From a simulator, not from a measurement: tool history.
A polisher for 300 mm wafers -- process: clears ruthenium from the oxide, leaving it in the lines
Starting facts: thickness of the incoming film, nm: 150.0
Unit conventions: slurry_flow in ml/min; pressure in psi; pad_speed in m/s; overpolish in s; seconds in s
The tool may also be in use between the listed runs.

run 1 hour=0.0 | slurry_flow=150 pressure=2.0 pad_speed=1.12 overpolish=32 | seconds=139.04
run 2 hour=2.3 | slurry_flow=150 pressure=2.0 pad_speed=1.12 overpolish=32 | seconds=137.52
run 3 hour=11.0 | slurry_flow=150 pressure=1.8 pad_speed=1.08 overpolish=32 | seconds=157.88
run 4 hour=13.5 | slurry_flow=150 pressure=1.7 pad_speed=1.06 overpolish=32 | seconds=161.41
run 5 hour=14.2 | slurry_flow=150 pressure=1.6 pad_speed=1.00 overpolish=32 | seconds=183.61
run 6 hour=20.6 | slurry_flow=150 pressure=1.4 pad_speed=1.00 overpolish=32 | seconds=196.07

Predict the results of run 7:
run 7 hour=29.4 | slurry_flow=150 pressure=1.3 pad_speed=0.98 overpolish=32 | seconds=?

seconds: 212.61 s

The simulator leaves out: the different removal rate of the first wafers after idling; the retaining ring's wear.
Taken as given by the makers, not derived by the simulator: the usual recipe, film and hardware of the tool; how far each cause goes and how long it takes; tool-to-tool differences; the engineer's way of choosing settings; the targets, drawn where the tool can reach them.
